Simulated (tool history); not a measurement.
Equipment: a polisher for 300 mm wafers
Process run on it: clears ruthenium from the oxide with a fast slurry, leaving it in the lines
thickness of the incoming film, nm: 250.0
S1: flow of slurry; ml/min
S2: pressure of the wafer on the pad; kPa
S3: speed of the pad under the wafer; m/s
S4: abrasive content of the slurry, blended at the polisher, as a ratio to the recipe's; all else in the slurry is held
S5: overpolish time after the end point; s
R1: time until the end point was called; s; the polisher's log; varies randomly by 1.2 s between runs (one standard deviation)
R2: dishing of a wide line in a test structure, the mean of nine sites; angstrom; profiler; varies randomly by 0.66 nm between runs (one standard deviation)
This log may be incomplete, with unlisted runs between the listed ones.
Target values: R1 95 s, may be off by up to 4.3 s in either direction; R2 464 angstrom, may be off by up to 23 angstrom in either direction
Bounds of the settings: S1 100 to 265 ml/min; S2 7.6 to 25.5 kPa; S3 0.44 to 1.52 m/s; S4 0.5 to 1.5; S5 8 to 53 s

run 1 hour=0 | S1=170 S2=16.5 S3=0.98 S4=1 S5=27 | R1=73.081 R2=594.82
run 2 hour=2.3 | S1=170 S2=16.5 S3=0.98 S4=1.2 S5=27 | R1=67.01 R2=629.58
run 3 hour=5.8 | S1=165 S2=15.2 S3=0.98 S4=1.2 S5=27 | R1=74.543 R2=582.29
run 4 hour=10.6 | S1=160 S2=14.5 S3=0.98 S4=1.2 S5=27 | R1=77.177 R2=567.29
run 5 hour=16.4 | S1=160 S2=14.5 S3=0.98 S4=1.2 S5=19 | R1=79.357 R2=425.72
run 6 hour=17.2 | S1=180 S2=14.5 S3=0.98 S4=1.2 S5=19 | R1=74.396 R2=441.05
run 7 hour=24.9 | S1=160 S2=13.8 S3=0.98 S4=1.2 S5=21 | R1=82.086 R2=448.04
run 8 hour=25.5 | S1=145 S2=13.8 S3=0.98 S4=1.2 S5=22 | R1=83.096 R2=462.84
run 9 hour=31.2 | S1=140 S2=13.1 S3=0.98 S4=1.2 S5=23 | R1=88.142 R2=448.32
run 10 hour=39 | S1=135 S2=13.1 S3=0.98 S4=1.2 S5=24 | R1=87.482 R2=455.48
run 11 hour=40.6 | S1=130 S2=13.1 S3=0.98 S4=1.2 S5=25 | R1=89.57 R2=468.96
run 12 hour=44.1 | S1=125 S2=13.1 S3=0.98 S4=1.2 S5=25 | R1=92.055 R2=477.74
run 13 hour=48.5 | S1=125 S2=13.1 S3=0.98 S4=1.2 S5=25 | R1=90.314 R2=468.57
run 14 hour=50.9 | S1=120 S2=13.1 S3=0.98 S4=1.2 S5=25 | R1=90.206 R2=463.48

4 next moves are on the table. One of them brings every result within its allowed miss. Which?
run A hour=53.3 | S1=120 S2=12.4 S3=1.04 S4=1.3 S5=23 | R1=? R2=?
run B hour=53.3 | S1=100 S2=14.5 S3=0.96 S4=1.05 S5=26 | R1=? R2=?
run C hour=53.3 | S1=115 S2=15.2 S3=0.98 S4=1.3 S5=22 | R1=? R2=?
run D hour=53.3 | S1=175 S2=11 S3=0.92 S4=1.35 S5=24 | R1=? R2=?

move=A R1=86.616 R2=439.09
move=B R1=92.379 R2=462.08
move=C R1=75.694 R2=475.21
move=D R1=97.458 R2=410.76
A: the biggest miss grows against the last run
B: meets every target
C: the biggest miss grows against the last run
D: corrects the largest miss of the last run, while another result sits out of spec
Go with B: it meets all targets.
